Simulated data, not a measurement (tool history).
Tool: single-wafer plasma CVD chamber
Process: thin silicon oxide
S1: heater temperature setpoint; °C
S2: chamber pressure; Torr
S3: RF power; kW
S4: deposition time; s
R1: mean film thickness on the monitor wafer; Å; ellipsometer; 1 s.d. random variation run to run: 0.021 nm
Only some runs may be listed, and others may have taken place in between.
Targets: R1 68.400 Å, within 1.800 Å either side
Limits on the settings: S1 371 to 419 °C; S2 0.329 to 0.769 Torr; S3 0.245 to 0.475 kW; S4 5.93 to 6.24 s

{"run": 1, "hour": 0.0, "S1": 395, "S2": 0.549, "S3": 0.36, "S4": 6.24, "R1": 87.11}
{"run": 2, "hour": 1.2, "S1": 386, "S2": 0.549, "S3": 0.36, "S4": 6.24, "R1": 87.574}
{"run": 3, "hour": 8.0, "S1": 386, "S2": 0.53, "S3": 0.36, "S4": 6.24, "R1": 84.542}
{"run": 4, "hour": 9.9, "S1": 386, "S2": 0.513, "S3": 0.36, "S4": 6.24, "R1": 81.586}
{"run": 5, "hour": 11.0, "S1": 380, "S2": 0.513, "S3": 0.36, "S4": 6.24, "R1": 81.877}
{"run": 6, "hour": 15.5, "S1": 380, "S2": 0.513, "S3": 0.31, "S4": 6.24, "R1": 77.515}
{"run": 7, "hour": 20.2, "S1": 380, "S2": 0.503, "S3": 0.31, "S4": 6.24, "R1": 76.024}
{"run": 8, "hour": 21.5, "S1": 380, "S2": 0.495, "S3": 0.31, "S4": 6.24, "R1": 74.27}
{"run": 9, "hour": 25.4, "S1": 380, "S2": 0.489, "S3": 0.31, "S4": 6.24, "R1": 73.511}
{"run": 10, "hour": 31.0, "S1": 380, "S2": 0.484, "S3": 0.31, "S4": 6.24, "R1": 72.801}

Which of these 4 next moves meets every target?
{"run": "A", "hour": 36.6, "S1": 374, "S2": 0.479, "S3": 0.325, "S4": 6.14, "R1": "?"}
{"run": "B", "hour": 36.6, "S1": 386, "S2": 0.494, "S3": 0.305, "S4": 6.19, "R1": "?"}
{"run": "C", "hour": 36.6, "S1": 389, "S2": 0.493, "S3": 0.3, "S4": 5.93, "R1": "?"}
{"run": "D", "hour": 36.6, "S1": 378, "S2": 0.493, "S3": 0.305, "S4": 6.2, "R1": "?"}

move=A R1=72.446
move=B R1=72.603
move=C R1=68.766
move=D R1=72.920
A: closer than the last run, but not yet in spec
B: about as far from the targets as the last run
C: each result inside its tolerance
D: about as far from the targets as the last run
Move C is the one to make.

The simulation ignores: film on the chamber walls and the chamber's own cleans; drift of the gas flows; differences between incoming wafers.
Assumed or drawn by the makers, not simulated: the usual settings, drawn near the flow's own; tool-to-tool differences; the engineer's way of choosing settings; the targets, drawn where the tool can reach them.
